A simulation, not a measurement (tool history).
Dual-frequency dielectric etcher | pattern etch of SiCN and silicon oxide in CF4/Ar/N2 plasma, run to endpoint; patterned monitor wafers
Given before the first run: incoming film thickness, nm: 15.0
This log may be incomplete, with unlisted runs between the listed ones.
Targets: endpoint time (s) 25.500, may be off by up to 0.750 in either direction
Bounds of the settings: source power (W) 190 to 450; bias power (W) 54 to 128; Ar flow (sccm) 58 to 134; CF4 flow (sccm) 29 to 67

run 1 hour=0.0 | source_power_(W)=320 bias_power_(W)=91 Ar_flow_(sccm)=96 CF4_flow_(sccm)=48 | endpoint_time_(s)=20.226
run 2 hour=3.1 | source_power_(W)=320 bias_power_(W)=91 Ar_flow_(sccm)=111 CF4_flow_(sccm)=48 | endpoint_time_(s)=20.748
run 3 hour=3.7 | source_power_(W)=310 bias_power_(W)=91 Ar_flow_(sccm)=111 CF4_flow_(sccm)=48 | endpoint_time_(s)=21.101
run 4 hour=5.2 | source_power_(W)=300 bias_power_(W)=91 Ar_flow_(sccm)=111 CF4_flow_(sccm)=48 | endpoint_time_(s)=21.468
run 5 hour=11.3 | source_power_(W)=300 bias_power_(W)=91 Ar_flow_(sccm)=120 CF4_flow_(sccm)=48 | endpoint_time_(s)=21.812
run 6 hour=19.3 | source_power_(W)=300 bias_power_(W)=91 Ar_flow_(sccm)=134 CF4_flow_(sccm)=48 | endpoint_time_(s)=22.140
run 7 hour=22.3 | source_power_(W)=290 bias_power_(W)=91 Ar_flow_(sccm)=134 CF4_flow_(sccm)=48 | endpoint_time_(s)=22.460
-- hour=30.3 wet clean of the chamber
run 8 hour=30.3 | source_power_(W)=280 bias_power_(W)=91 Ar_flow_(sccm)=134 CF4_flow_(sccm)=48 | endpoint_time_(s)=24.152
run 9 hour=31.4 | source_power_(W)=270 bias_power_(W)=91 Ar_flow_(sccm)=134 CF4_flow_(sccm)=48 | endpoint_time_(s)=24.662

Exercise: of the 4 proposed moves below, exactly one satisfies all targets within the stated allowed misses. Which move is it?
run A hour=32.5 | source_power_(W)=290 bias_power_(W)=96 Ar_flow_(sccm)=121 CF4_flow_(sccm)=36 | endpoint_time_(s)=?
run B hour=32.5 | source_power_(W)=280 bias_power_(W)=95 Ar_flow_(sccm)=134 CF4_flow_(sccm)=45 | endpoint_time_(s)=?
run C hour=32.5 | source_power_(W)=280 bias_power_(W)=86 Ar_flow_(sccm)=134 CF4_flow_(sccm)=36 | endpoint_time_(s)=?
run D hour=32.5 | source_power_(W)=330 bias_power_(W)=78 Ar_flow_(sccm)=108 CF4_flow_(sccm)=45 | endpoint_time_(s)=?

move=A endpoint_time_(s)=23.549
move=B endpoint_time_(s)=23.910
move=C endpoint_time_(s)=25.772
move=D endpoint_time_(s)=23.297
A: its largest miss is bigger than the last run's
B: its largest miss is bigger than the last run's
C: in spec on every target
D: its largest miss is bigger than the last run's
The move that meets every target is C.
